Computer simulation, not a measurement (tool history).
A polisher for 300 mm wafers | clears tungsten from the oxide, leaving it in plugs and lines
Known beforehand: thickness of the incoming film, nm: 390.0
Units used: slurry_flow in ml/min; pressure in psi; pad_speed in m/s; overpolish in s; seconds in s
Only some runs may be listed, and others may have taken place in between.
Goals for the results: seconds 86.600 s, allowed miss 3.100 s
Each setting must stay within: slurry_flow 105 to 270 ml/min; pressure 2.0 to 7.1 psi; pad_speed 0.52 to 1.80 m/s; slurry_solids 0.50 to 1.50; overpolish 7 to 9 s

Run 1, hour 0.0: slurry_flow 175 ml/min, pressure 4.5 psi, pad_speed 1.16 m/s, slurry_solids 1.00, overpolish 9 s. Result: seconds 68.941 s.
Run 2, hour 8.7: slurry_flow 175 ml/min, pressure 4.5 psi, pad_speed 1.16 m/s, slurry_solids 1.00, overpolish 9 s. Result: seconds 67.613 s.
Run 3, hour 15.2: slurry_flow 175 ml/min, pressure 5.2 psi, pad_speed 1.16 m/s, slurry_solids 1.00, overpolish 9 s. Result: seconds 62.347 s.
Run 4, hour 20.1: slurry_flow 175 ml/min, pressure 5.2 psi, pad_speed 1.16 m/s, slurry_solids 1.00, overpolish 9 s. Result: seconds 60.889 s.
Run 5, hour 22.0: slurry_flow 175 ml/min, pressure 5.2 psi, pad_speed 1.38 m/s, slurry_solids 1.00, overpolish 9 s. Result: seconds 51.948 s.
Run 6, hour 24.7: slurry_flow 175 ml/min, pressure 4.5 psi, pad_speed 1.36 m/s, slurry_solids 1.00, overpolish 9 s. Result: seconds 58.731 s.
Run 7, hour 30.3: slurry_flow 175 ml/min, pressure 4.0 psi, pad_speed 1.36 m/s, slurry_solids 1.00, overpolish 9 s. Result: seconds 63.916 s.
Run 8, hour 33.0: slurry_flow 175 ml/min, pressure 3.6 psi, pad_speed 1.36 m/s, slurry_solids 1.00, overpolish 9 s. Result: seconds 69.714 s.
Run 9, hour 40.5: slurry_flow 165 ml/min, pressure 2.5 psi, pad_speed 1.34 m/s, slurry_solids 1.00, overpolish 9 s. Result: seconds 93.605 s.
Run 10, hour 41.5: slurry_flow 170 ml/min, pressure 2.5 psi, pad_speed 1.34 m/s, slurry_solids 1.00, overpolish 9 s. Result: seconds 92.781 s.
Run 11, hour 43.1: slurry_flow 175 ml/min, pressure 2.5 psi, pad_speed 1.34 m/s, slurry_solids 1.00, overpolish 9 s. Result: seconds 92.466 s.

Consider the 5 candidate settings below. Which is the only one whose results all fall within their allowed miss of target?
Run A, hour 44.7: slurry_flow 155 ml/min, pressure 3.6 psi, pad_speed 0.98 m/s, slurry_solids 1.10, overpolish 9 s. Result: seconds ?.
Run B, hour 44.7: slurry_flow 110 ml/min, pressure 2.0 psi, pad_speed 1.60 m/s, slurry_solids 1.40, overpolish 9 s. Result: seconds ?.
Run C, hour 44.7: slurry_flow 165 ml/min, pressure 2.6 psi, pad_speed 1.38 m/s, slurry_solids 1.15, overpolish 9 s. Result: seconds ?.
Run D, hour 44.7: slurry_flow 145 ml/min, pressure 2.1 psi, pad_speed 1.54 m/s, slurry_solids 1.05, overpolish 9 s. Result: seconds ?.
Run E, hour 44.7: slurry_flow 180 ml/min, pressure 2.3 psi, pad_speed 1.40 m/s, slurry_solids 1.10, overpolish 9 s. Result: seconds ?.

move  seconds
   A   96.550
   B   92.870
   C   86.212
   D   93.149
   E   91.995
A: the biggest miss grows against the last run
B: the biggest miss grows against the last run
C: meets every target
D: the biggest miss grows against the last run
E: nearer the targets than the last run, but a result is still out of spec
Answer: C

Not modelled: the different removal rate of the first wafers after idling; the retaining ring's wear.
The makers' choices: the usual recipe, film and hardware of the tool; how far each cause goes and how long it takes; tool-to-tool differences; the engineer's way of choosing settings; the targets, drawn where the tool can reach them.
